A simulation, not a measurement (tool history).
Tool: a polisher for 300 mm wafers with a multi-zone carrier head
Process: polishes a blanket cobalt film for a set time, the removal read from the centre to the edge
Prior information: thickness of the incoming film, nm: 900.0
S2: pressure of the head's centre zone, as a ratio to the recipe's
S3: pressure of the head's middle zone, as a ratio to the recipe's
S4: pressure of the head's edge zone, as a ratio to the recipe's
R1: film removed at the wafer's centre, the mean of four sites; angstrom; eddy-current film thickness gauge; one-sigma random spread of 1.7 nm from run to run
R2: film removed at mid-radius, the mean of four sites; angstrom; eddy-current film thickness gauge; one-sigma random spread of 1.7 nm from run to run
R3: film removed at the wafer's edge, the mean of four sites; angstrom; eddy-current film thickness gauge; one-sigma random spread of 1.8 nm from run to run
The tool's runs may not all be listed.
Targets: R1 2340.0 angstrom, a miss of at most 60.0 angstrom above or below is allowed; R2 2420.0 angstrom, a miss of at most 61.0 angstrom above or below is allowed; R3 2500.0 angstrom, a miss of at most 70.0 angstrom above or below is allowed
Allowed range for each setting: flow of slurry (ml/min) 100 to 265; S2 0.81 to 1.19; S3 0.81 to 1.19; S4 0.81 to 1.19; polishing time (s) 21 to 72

run 1 hour=0.0 | flow_of_slurry_(ml/min)=170 S2=1.00 S3=1.00 S4=1.00 polishing_time_(s)=46 | R1=2781.7 R2=2778.5 R3=2770.9
run 2 hour=2.8 | flow_of_slurry_(ml/min)=160 S2=0.98 S3=0.99 S4=0.99 polishing_time_(s)=46 | R1=2664.3 R2=2716.1 R3=2768.7
run 3 hour=9.2 | flow_of_slurry_(ml/min)=155 S2=0.97 S3=0.98 S4=0.97 polishing_time_(s)=46 | R1=2618.1 R2=2685.2 R3=2705.3
run 4 hour=17.1 | flow_of_slurry_(ml/min)=145 S2=0.96 S3=0.97 S4=0.96 polishing_time_(s)=46 | R1=2562.8 R2=2623.0 R3=2678.0
run 5 hour=19.4 | flow_of_slurry_(ml/min)=140 S2=0.95 S3=0.96 S4=0.95 polishing_time_(s)=46 | R1=2556.4 R2=2575.5 R3=2649.6
run 6 hour=21.7 | flow_of_slurry_(ml/min)=135 S2=0.94 S3=0.96 S4=0.94 polishing_time_(s)=46 | R1=2488.7 R2=2566.0 R3=2615.6
run 7 hour=23.1 | flow_of_slurry_(ml/min)=105 S2=0.92 S3=0.93 S4=0.90 polishing_time_(s)=46 | R1=2235.3 R2=2321.2 R3=2511.5
run 8 hour=24.6 | flow_of_slurry_(ml/min)=110 S2=0.92 S3=0.93 S4=0.89 polishing_time_(s)=46 | R1=2282.6 R2=2319.5 R3=2505.3

Below are 5 possible settings for the next run. Only one of them brings all results inside the allowed miss of their targets. Which is it?
run A hour=26.1 | flow_of_slurry_(ml/min)=110 S2=0.95 S3=0.91 S4=0.90 polishing_time_(s)=46 | R1=? R2=? R3=?
run B hour=26.1 | flow_of_slurry_(ml/min)=115 S2=0.94 S3=0.96 S4=0.88 polishing_time_(s)=46 | R1=? R2=? R3=?
run C hour=26.1 | flow_of_slurry_(ml/min)=130 S2=1.02 S3=0.92 S4=0.81 polishing_time_(s)=43 | R1=? R2=? R3=?
run D hour=26.1 | flow_of_slurry_(ml/min)=135 S2=1.00 S3=0.90 S4=0.93 polishing_time_(s)=44 | R1=? R2=? R3=?
run E hour=26.1 | flow_of_slurry_(ml/min)=120 S2=1.04 S3=0.93 S4=0.81 polishing_time_(s)=43 | R1=? R2=? R3=?

move=A R1=2324.0 R2=2321.2 R3=2529.0
move=B R1=2336.3 R2=2460.6 R3=2537.1
move=C R1=2464.0 R2=2295.4 R3=2382.9
move=D R1=2497.7 R2=2328.2 R3=2537.6
move=E R1=2452.0 R2=2266.6 R3=2347.0
A: no nearer and no further than the last run
B: all results in spec
C: misses by more than the last run did
D: misses by more than the last run did
E: misses by more than the last run did
Answer: B

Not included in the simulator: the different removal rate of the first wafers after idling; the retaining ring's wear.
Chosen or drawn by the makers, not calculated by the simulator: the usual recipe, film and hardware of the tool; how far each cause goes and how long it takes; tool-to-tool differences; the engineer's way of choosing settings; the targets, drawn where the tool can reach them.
